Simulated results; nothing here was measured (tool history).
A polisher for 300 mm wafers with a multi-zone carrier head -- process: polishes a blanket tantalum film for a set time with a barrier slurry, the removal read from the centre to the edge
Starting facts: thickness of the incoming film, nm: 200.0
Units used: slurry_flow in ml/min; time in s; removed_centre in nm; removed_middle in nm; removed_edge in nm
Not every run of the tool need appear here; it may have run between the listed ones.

run  hour  slurry_flow  centre_zone  middle_zone  edge_zone  slurry_solids  time  removed_centre  removed_middle  removed_edge
  1     0          155            1            1          1              1    38           39.73           38.52        39.416
  2   8.3          190            1            1          1              1    38          41.619           40.36        40.641
  3  11.9          180         0.96            1       0.95           0.85    37          36.403          38.534        36.449
  4  17.9          180            1            1       0.95           0.85    37          37.939          37.602        37.113
  5  24.6          180            1            1          1           0.85    37          38.274          37.491        37.369
  6  31.7          175         0.97         0.99       0.97           0.75    36          34.601          34.511        34.769

For run 7, what comes out?
  7  34.4          165         0.95         0.99       0.93           0.65    35               ?               ?             ?

removed_centre: 30.59 nm
removed_middle: 31.839 nm
removed_edge: 32.325 nm

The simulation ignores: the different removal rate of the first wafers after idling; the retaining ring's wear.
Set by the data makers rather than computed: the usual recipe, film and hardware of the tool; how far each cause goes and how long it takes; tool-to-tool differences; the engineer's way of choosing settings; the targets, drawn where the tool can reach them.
